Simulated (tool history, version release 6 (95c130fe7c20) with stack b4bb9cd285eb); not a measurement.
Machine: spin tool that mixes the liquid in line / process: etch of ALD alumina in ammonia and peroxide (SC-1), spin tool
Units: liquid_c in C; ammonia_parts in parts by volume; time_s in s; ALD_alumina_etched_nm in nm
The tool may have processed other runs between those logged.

run,day,liquid_c,ammonia_parts,time_s,ALD_alumina_etched_nm
1,0.000,55.0,0.7,210,9.3958
2,0.371,55.0,0.7,225,10.0460
3,0.554,61.5,0.7,225,14.1890
4,0.921,64.5,0.7,225,16.5440
5,1.079,63.5,0.7,225,15.6620
6,1.233,63.5,0.7,210,14.6000
7,1.283,63.0,0.7,210,14.2430
8,1.621,62.5,0.7,210,13.8580

The next listed run, before its measurement:
9,1.912,62.0,0.7,210,?

Run 9 gave ALD_alumina_etched_nm 13.5230 nm.

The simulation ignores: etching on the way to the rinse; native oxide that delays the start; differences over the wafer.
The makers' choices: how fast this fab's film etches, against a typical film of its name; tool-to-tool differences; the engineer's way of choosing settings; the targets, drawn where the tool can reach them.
